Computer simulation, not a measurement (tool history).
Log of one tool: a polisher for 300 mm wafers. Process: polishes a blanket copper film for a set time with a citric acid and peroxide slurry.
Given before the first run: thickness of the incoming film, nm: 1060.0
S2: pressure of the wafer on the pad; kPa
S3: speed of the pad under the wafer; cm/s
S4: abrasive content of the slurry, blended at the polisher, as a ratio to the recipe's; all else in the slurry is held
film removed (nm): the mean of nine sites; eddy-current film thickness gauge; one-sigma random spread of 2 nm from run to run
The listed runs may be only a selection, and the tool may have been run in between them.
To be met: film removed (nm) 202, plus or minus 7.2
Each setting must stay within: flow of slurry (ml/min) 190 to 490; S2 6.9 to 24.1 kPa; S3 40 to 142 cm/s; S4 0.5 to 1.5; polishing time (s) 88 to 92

Run 1, hour 0: flow of slurry (ml/min) 315, S2 15.2 kPa, S3 90 cm/s, S4 1, polishing time (s) 88. Result: film removed (nm) 146.66.
Run 2, hour 6.7: flow of slurry (ml/min) 375, S2 15.2 kPa, S3 90 cm/s, S4 1, polishing time (s) 88. Result: film removed (nm) 150.32.
Run 3, hour 11.6: flow of slurry (ml/min) 375, S2 15.2 kPa, S3 90 cm/s, S4 1, polishing time (s) 88. Result: film removed (nm) 148.75.
Run 4, hour 19.2: flow of slurry (ml/min) 375, S2 15.9 kPa, S3 90 cm/s, S4 1, polishing time (s) 88. Result: film removed (nm) 158.09.
Run 5, hour 22.3: flow of slurry (ml/min) 375, S2 16.5 kPa, S3 90 cm/s, S4 1, polishing time (s) 88. Result: film removed (nm) 162.45.
Run 6, hour 26.2: flow of slurry (ml/min) 330, S2 16.5 kPa, S3 90 cm/s, S4 1, polishing time (s) 88. Result: film removed (nm) 160.34.
Run 7, hour 31.6: flow of slurry (ml/min) 330, S2 17.2 kPa, S3 90 cm/s, S4 1, polishing time (s) 88. Result: film removed (nm) 169.65.
Run 8, hour 33.3: flow of slurry (ml/min) 330, S2 17.9 kPa, S3 90 cm/s, S4 1, polishing time (s) 88. Result: film removed (nm) 176.79.

Consider the 5 candidate settings below. Which is the only one whose results all fall within their allowed miss of target?
Run A, hour 35: flow of slurry (ml/min) 275, S2 15.9 kPa, S3 100 cm/s, S4 1.25, polishing time (s) 92. Result: film removed (nm) ?.
Run B, hour 35: flow of slurry (ml/min) 320, S2 17.9 kPa, S3 72 cm/s, S4 1.1, polishing time (s) 91. Result: film removed (nm) ?.
Run C, hour 35: flow of slurry (ml/min) 325, S2 15.2 kPa, S3 96 cm/s, S4 0.95, polishing time (s) 92. Result: film removed (nm) ?.
Run D, hour 35: flow of slurry (ml/min) 270, S2 18.6 kPa, S3 78 cm/s, S4 0.85, polishing time (s) 88. Result: film removed (nm) ?.
Run E, hour 35: flow of slurry (ml/min) 310, S2 18.6 kPa, S3 96 cm/s, S4 1.1, polishing time (s) 91. Result: film removed (nm) ?.

move  film removed (nm)
   A             181.72
   B             151.37
   C              160.2
   D             151.43
   E             198.87
A: closes in on the targets versus the last run, not all within tolerance yet
B: the biggest miss grows against the last run
C: the biggest miss grows against the last run
D: the biggest miss grows against the last run
E: every result lands within tolerance
E is the move that brings every result within its allowed miss.
